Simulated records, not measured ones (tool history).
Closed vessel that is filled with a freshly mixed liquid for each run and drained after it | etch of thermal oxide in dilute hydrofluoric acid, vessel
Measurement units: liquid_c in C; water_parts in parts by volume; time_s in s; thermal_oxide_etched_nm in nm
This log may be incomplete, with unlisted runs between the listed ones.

{"run": 1, "hour": 0.0, "liquid_c": 25.0, "water_parts": 80, "time_s": 55, "thermal_oxide_etched_nm": 3.7178}
{"run": 2, "hour": 5.5, "liquid_c": 25.0, "water_parts": 80, "time_s": 55, "thermal_oxide_etched_nm": 3.6646}
{"run": 3, "hour": 13.6, "liquid_c": 25.5, "water_parts": 80, "time_s": 55, "thermal_oxide_etched_nm": 3.7633}
{"run": 4, "hour": 20.9, "liquid_c": 26.0, "water_parts": 80, "time_s": 55, "thermal_oxide_etched_nm": 3.8525}
{"run": 5, "hour": 24.2, "liquid_c": 26.5, "water_parts": 80, "time_s": 55, "thermal_oxide_etched_nm": 3.9482}
{"run": 6, "hour": 32.0, "liquid_c": 26.5, "water_parts": 60, "time_s": 55, "thermal_oxide_etched_nm": 5.4001}
{"run": 7, "hour": 40.3, "liquid_c": 26.5, "water_parts": 60, "time_s": 55, "thermal_oxide_etched_nm": 5.4032}
{"run": 8, "hour": 43.1, "liquid_c": 25.5, "water_parts": 60, "time_s": 55, "thermal_oxide_etched_nm": 5.1839}
{"run": 9, "hour": 51.0, "liquid_c": 24.5, "water_parts": 60, "time_s": 55, "thermal_oxide_etched_nm": 4.9727}
{"run": 10, "hour": 59.6, "liquid_c": 24.5, "water_parts": 60, "time_s": 55, "thermal_oxide_etched_nm": 5.0117}
{"run": 11, "hour": 63.8, "liquid_c": 23.5, "water_parts": 60, "time_s": 55, "thermal_oxide_etched_nm": 4.7945}
{"run": 12, "hour": 66.5, "liquid_c": 23.0, "water_parts": 60, "time_s": 55, "thermal_oxide_etched_nm": 4.5687}
{"run": 13, "hour": 71.9, "liquid_c": 22.5, "water_parts": 60, "time_s": 55, "thermal_oxide_etched_nm": 4.6}

The next listed run, before its measurement:
{"run": 14, "hour": 77.8, "liquid_c": 19.5, "water_parts": 60, "time_s": 55, "thermal_oxide_etched_nm": "?"}

For run 14 the tool returned thermal_oxide_etched_nm 4.0317 nm.
